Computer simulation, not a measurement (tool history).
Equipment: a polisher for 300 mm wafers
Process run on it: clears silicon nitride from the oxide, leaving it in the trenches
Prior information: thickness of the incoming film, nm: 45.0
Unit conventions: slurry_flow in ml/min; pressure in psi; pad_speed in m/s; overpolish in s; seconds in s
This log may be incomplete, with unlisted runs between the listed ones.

{"run": 1, "day": 0.0, "slurry_flow": 205, "pressure": 1.8, "pad_speed": 0.94, "overpolish": 14, "seconds": 83.287}
{"run": 2, "day": 0.175, "slurry_flow": 205, "pressure": 2, "pad_speed": 0.94, "overpolish": 14, "seconds": 75.819}
{"run": 3, "day": 0.421, "slurry_flow": 205, "pressure": 1.6, "pad_speed": 0.94, "overpolish": 14, "seconds": 90.807}
{"run": 4, "day": 0.733, "slurry_flow": 205, "pressure": 1.6, "pad_speed": 1.16, "overpolish": 14, "seconds": 77.24}
{"run": 5, "day": 1.054, "slurry_flow": 155, "pressure": 1.6, "pad_speed": 1.16, "overpolish": 14, "seconds": 80.224}
{"run": 6, "day": 1.404, "slurry_flow": 155, "pressure": 1.6, "pad_speed": 1.16, "overpolish": 14, "seconds": 80.462}
{"run": 7, "day": 1.633, "slurry_flow": 165, "pressure": 1.8, "pad_speed": 1.16, "overpolish": 14, "seconds": 72.412}
{"run": 8, "day": 1.854, "slurry_flow": 175, "pressure": 1.9, "pad_speed": 1.16, "overpolish": 14, "seconds": 68.775}

Predict the results of run 9:
{"run": 9, "day": 2.0, "slurry_flow": 180, "pressure": 2, "pad_speed": 1.16, "overpolish": 14, "seconds": "?"}

seconds: 65.202 s

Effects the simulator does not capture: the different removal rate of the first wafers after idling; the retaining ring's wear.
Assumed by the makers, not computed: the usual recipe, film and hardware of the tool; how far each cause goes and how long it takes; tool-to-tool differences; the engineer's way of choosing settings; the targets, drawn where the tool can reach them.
